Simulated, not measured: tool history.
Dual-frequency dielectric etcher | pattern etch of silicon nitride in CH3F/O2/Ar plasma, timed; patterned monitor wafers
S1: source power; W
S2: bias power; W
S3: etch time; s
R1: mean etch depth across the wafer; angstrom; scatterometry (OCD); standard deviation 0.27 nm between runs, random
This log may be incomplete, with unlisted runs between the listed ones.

run 1 day=0 | S1=520 S2=70 S3=61 | R1=477.33
run 2 day=0.3 | S1=480 S2=69 S3=61 | R1=455.36
run 3 day=0.562 | S1=480 S2=69 S3=64 | R1=474.33
run 4 day=0.842 | S1=450 S2=68 S3=64 | R1=452.09
run 5 day=1.2 | S1=440 S2=68 S3=64 | R1=449.34
run 6 day=1.267 | S1=430 S2=68 S3=64 | R1=438.97
run 7 day=1.592 | S1=420 S2=68 S3=64 | R1=432.31
run 8 day=1.908 | S1=420 S2=68 S3=64 | R1=430.89

Estimate the outcome of run 9 from the log above:
run 9 day=2.092 | S1=420 S2=68 S3=64 | R1=?

Run 9 came out at R1 432.27 angstrom.

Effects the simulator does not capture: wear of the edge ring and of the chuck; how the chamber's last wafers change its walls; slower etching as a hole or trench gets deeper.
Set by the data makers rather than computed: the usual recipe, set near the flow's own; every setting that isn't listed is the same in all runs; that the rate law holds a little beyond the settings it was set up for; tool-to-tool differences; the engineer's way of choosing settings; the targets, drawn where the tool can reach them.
